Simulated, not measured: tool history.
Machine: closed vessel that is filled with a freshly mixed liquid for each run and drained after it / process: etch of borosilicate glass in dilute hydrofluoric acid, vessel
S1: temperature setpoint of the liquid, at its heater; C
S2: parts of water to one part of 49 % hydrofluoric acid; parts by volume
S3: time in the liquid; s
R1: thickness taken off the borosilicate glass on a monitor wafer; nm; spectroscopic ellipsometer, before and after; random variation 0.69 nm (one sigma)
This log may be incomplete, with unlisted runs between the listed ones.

Run 1, hour 0.0: S1 22.0 C, S2 60 parts by volume, S3 110 s. Result: R1 50.747 nm.
Run 2, hour 7.3: S1 22.0 C, S2 60 parts by volume, S3 120 s. Result: R1 54.797 nm.
Run 3, hour 9.2: S1 22.0 C, S2 45 parts by volume, S3 120 s. Result: R1 76.082 nm.
Run 4, hour 13.9: S1 22.0 C, S2 45 parts by volume, S3 120 s. Result: R1 74.976 nm.
Run 5, hour 21.4: S1 23.5 C, S2 45 parts by volume, S3 120 s. Result: R1 79.564 nm.
Run 6, hour 22.4: S1 23.5 C, S2 45 parts by volume, S3 110 s. Result: R1 73.713 nm.
Run 7, hour 28.0: S1 25.0 C, S2 40 parts by volume, S3 110 s. Result: R1 88.037 nm.
Run 8, hour 36.5: S1 26.0 C, S2 40 parts by volume, S3 110 s. Result: R1 91.758 nm.

Run 9 is up next; what results do you expect?
At hour 44.8: thermometer replaced.
Run 9, hour 44.8: S1 27.0 C, S2 40 parts by volume, S3 110 s. Result: R1 ?.

{"run 9": {"R1": 87.367}}
